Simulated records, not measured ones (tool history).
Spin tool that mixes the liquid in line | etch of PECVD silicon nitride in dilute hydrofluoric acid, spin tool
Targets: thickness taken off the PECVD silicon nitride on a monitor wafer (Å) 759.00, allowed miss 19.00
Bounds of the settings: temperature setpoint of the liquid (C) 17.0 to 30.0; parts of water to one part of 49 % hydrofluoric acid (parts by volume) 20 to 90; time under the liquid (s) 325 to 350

run,hour,temperature setpoint of the liquid (C),parts of water to one part of 49 % hydrofluoric acid (parts by volume),time under the liquid (s),thickness taken off the PECVD silicon nitride on a monitor wafer (Å)
1,0.0,22.0,50,325,336.71
2,4.8,22.0,50,325,337.87
3,12.8,22.0,55,325,308.25
4,21.5,25.0,55,325,378.09
5,25.5,25.0,55,350,407.23
6,28.5,25.0,65,350,343.91
7,30.2,29.0,45,350,639.05
8,35.2,29.5,45,350,674.81

4 next moves are on the table. One of them brings every result within its allowed miss. Which?
A,40.2,29.5,45,325,?
B,40.2,29.0,35,325,?
C,40.2,29.0,40,350,?
D,40.2,27.0,40,330,?

move,thickness taken off the PECVD silicon nitride on a monitor wafer (Å)
A,610.42
B,756.13
C,714.46
D,590.54
A: further off than the last run
B: meets every target
C: nearer than the last run, and not there yet
D: further off than the last run
The right move is B.
